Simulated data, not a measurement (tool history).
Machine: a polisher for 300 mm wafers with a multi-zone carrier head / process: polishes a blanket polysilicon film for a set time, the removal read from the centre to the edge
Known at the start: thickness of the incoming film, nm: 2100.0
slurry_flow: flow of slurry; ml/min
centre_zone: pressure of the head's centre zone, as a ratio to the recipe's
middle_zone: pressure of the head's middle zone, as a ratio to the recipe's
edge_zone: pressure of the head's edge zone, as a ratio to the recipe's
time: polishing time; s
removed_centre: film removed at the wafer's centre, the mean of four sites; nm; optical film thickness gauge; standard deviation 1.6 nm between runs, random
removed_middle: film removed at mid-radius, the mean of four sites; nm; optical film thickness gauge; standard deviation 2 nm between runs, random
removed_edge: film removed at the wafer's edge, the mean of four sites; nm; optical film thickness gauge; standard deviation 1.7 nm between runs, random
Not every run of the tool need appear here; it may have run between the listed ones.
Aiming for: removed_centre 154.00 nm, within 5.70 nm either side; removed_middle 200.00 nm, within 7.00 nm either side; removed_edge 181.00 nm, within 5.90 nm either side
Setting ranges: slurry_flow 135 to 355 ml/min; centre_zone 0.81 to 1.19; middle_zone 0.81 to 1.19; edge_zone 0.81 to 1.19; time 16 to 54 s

run	hour	slurry_flow	centre_zone	middle_zone	edge_zone	time	removed_centre	removed_middle	removed_edge
1	0.0	225	1.00	1.00	1.00	35	245.20	250.05	267.30
2	0.9	225	0.98	1.01	0.98	34	241.57	243.46	259.02
3	6.4	225	0.96	1.03	0.98	33	227.17	242.75	251.29
4	8.9	220	0.94	1.04	0.97	32	212.40	233.26	238.39
5	15.9	220	0.94	1.04	1.04	32	214.34	233.42	251.64
6	17.4	215	0.93	1.05	1.02	31	205.71	227.95	241.79
7	23.5	210	0.92	1.06	1.00	30	196.14	223.66	229.56
8	24.6	205	0.91	1.06	0.98	30	194.22	221.88	228.35
# hour 27.1: edge zone pressure recalibrated
9	27.1	210	0.85	1.16	0.88	22	131.61	173.75	153.37
10	33.2	215	0.86	1.16	0.89	22	134.42	176.19	151.79
11	39.9	220	0.86	1.16	0.91	22	133.60	178.20	152.79
12	44.9	220	0.87	1.16	0.93	22	138.24	178.18	155.07
13	53.7	220	0.87	1.16	0.93	22	136.24	175.67	155.53
14	55.8	220	0.87	1.16	0.94	22	135.95	177.08	155.67
15	57.0	220	0.87	1.16	0.95	22	135.84	176.45	158.44
16	64.9	220	0.87	1.16	0.96	22	134.17	178.22	159.55
17	71.5	280	0.95	1.19	1.06	24	166.87	203.12	188.17

Which single option among these 5 for the next run brings every result within its allowed miss of target? Just one does.
A	78.1	300	0.95	1.16	1.06	22	?	?	?
B	78.1	270	0.89	1.19	1.00	26	?	?	?
C	78.1	310	0.88	1.19	0.94	25	?	?	?
D	78.1	250	0.89	1.19	1.06	24	?	?	?
E	78.1	240	0.96	1.02	1.13	25	?	?	?

move	removed_centre	removed_middle	removed_edge
A	155.83	182.46	167.56
B	170.45	217.77	190.73
C	164.70	212.51	180.07
D	155.74	199.16	179.90
E	173.73	182.20	193.20
A: puts the biggest miss on target and leaves a different result outside tolerance
B: the biggest miss grows against the last run
C: closes in on the targets versus the last run, not all within tolerance yet
D: each result inside its tolerance
E: the biggest miss grows against the last run
Move D is the one to make.
